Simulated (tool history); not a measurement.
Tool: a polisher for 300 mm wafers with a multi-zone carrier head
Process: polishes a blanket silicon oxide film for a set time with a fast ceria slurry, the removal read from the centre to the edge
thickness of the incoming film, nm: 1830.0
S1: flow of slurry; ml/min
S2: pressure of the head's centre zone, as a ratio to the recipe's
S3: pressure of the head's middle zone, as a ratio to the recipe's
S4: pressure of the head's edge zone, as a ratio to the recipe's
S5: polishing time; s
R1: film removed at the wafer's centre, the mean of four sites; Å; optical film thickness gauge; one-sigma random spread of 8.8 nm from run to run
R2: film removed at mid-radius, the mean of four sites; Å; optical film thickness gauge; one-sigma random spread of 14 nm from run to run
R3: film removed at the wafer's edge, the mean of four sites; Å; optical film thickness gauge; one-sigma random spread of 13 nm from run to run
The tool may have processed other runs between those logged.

run  hour   S1    S2    S3    S4  S5      R1      R2      R3
  1     0  165     1     1     1  44  7463.1  7363.8  7389.4
  2   2.1  165     1     1  0.96  44    7419  7211.8  7188.4
  3     6  165  1.05     1  0.96  44  7454.6  7569.6  7192.7
  4    11  150  1.02  1.04  1.01  47  7812.6  7875.6  7884.2
  5  18.3  170  1.02  1.04  1.01  47  7993.1  8352.8  7880.9
  6  26.5  170  1.02  1.04  1.01  54  9192.1  9383.5  9281.3
  7  28.8  170  0.99  1.06  1.04  55  9011.3  9529.9  9670.7
  8  32.1  175  0.98  1.07  1.06  56  9246.3   10129  9638.1

Run 9 is up next; what results do you expect?
  9  38.8  165  0.97  1.08  1.07  57   ?   ?   ?

{"run 9": {"R1": 9440.5, "R2": 10070, "R3": 10032}}
